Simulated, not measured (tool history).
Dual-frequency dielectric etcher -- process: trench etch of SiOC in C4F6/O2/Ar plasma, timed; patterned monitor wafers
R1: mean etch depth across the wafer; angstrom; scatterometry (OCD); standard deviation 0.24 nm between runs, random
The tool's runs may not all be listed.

{"run": 1, "hour": 0.0, "source power (kW)": 0.41, "bias power (kW)": 0.175, "etch time (s)": 27.5, "R1": 598.35}
{"run": 2, "hour": 8.9, "source power (kW)": 0.44, "bias power (kW)": 0.175, "etch time (s)": 27.5, "R1": 614.31}
{"run": 3, "hour": 11.4, "source power (kW)": 0.41, "bias power (kW)": 0.175, "etch time (s)": 27.5, "R1": 604.49}
{"run": 4, "hour": 20.1, "source power (kW)": 0.37, "bias power (kW)": 0.175, "etch time (s)": 27.5, "R1": 574.6}
{"run": 5, "hour": 20.7, "source power (kW)": 0.42, "bias power (kW)": 0.175, "etch time (s)": 27.5, "R1": 602.73}
{"run": 6, "hour": 26.3, "source power (kW)": 0.41, "bias power (kW)": 0.173, "etch time (s)": 27.5, "R1": 594.4}
{"run": 7, "hour": 29.7, "source power (kW)": 0.4, "bias power (kW)": 0.172, "etch time (s)": 27.5, "R1": 589.17}
{"run": 8, "hour": 31.2, "source power (kW)": 0.39, "bias power (kW)": 0.171, "etch time (s)": 27.5, "R1": 585.54}

Run 9 is up next; what results do you expect?
{"run": 9, "hour": 38.3, "source power (kW)": 0.38, "bias power (kW)": 0.169, "etch time (s)": 27.5, "R1": "?"}

For run 9 the tool returned R1 578.24 angstrom.
